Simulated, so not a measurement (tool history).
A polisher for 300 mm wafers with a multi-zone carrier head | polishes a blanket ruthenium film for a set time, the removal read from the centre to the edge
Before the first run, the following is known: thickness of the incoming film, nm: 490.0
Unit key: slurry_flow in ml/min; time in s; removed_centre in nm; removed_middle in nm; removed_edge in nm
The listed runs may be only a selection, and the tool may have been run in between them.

run,day,slurry_flow,centre_zone,middle_zone,edge_zone,time,removed_centre,removed_middle,removed_edge
1,0.000,280,1.00,1.00,1.00,68,110.400,110.020,107.590
2,0.308,265,0.97,0.96,0.96,58,89.822,90.060,92.481
3,0.333,265,0.90,0.96,0.96,58,82.587,89.660,90.246
4,0.658,245,0.91,0.95,0.92,51,72.785,76.775,77.719
5,0.825,235,0.91,0.94,0.89,47,66.918,70.506,69.929
6,1.004,235,0.91,0.98,0.89,47,66.985,72.521,67.725
7,1.321,225,0.91,0.96,0.87,45,63.476,68.116,65.853
8,1.350,225,0.92,0.95,0.85,43,61.958,64.867,61.619

Estimate the outcome of run 9 from the log above:
9,1.721,220,0.92,0.93,0.84,42,?,?,?

Run 9 gave removed_centre 59.865 nm, removed_middle 61.786 nm, removed_edge 60.738 nm.
